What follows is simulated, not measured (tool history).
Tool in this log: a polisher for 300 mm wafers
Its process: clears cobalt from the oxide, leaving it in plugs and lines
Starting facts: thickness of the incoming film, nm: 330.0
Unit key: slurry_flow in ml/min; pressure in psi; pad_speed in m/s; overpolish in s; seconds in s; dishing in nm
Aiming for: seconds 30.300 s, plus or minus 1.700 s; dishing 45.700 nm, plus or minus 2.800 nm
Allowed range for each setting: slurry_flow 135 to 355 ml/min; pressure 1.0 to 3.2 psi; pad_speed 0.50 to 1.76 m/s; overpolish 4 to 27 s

run,hour,slurry_flow,pressure,pad_speed,overpolish,seconds,dishing
1,0.0,225,2.1,1.12,14,53.120,41.150
2,7.6,225,2.5,1.14,13,43.029,43.752
3,14.9,225,2.5,1.14,9,42.640,38.727
4,18.7,225,2.7,1.14,9,39.986,39.404
5,19.8,225,2.7,1.14,4,40.115,26.234
6,21.5,260,2.7,1.14,4,40.440,25.789
7,27.3,240,2.8,1.18,6,38.110,33.981
8,31.4,180,3.2,1.30,5,31.018,34.268
9,34.2,180,3.1,1.34,7,32.088,39.465
10,40.4,180,3.1,1.38,8,31.181,42.480

Which single option among these 4 for the next run brings every result within its allowed miss of target? Just one does.
A,46.6,175,3.2,1.50,10,?,?
B,46.6,250,3.1,1.54,14,?,?
C,46.6,170,3.0,1.46,14,?,?
D,46.6,220,3.0,1.68,10,?,?

move,seconds,dishing
A,27.221,43.890
B,26.019,45.674
C,29.926,45.240
D,25.066,44.415
A: gets the furthest-off result to its target, but another result is out of tolerance
B: gets the furthest-off result to its target, but another result is out of tolerance
C: every result within its allowed miss
D: gets the furthest-off result to its target, but another result is out of tolerance
Correct choice: C, which meets every target

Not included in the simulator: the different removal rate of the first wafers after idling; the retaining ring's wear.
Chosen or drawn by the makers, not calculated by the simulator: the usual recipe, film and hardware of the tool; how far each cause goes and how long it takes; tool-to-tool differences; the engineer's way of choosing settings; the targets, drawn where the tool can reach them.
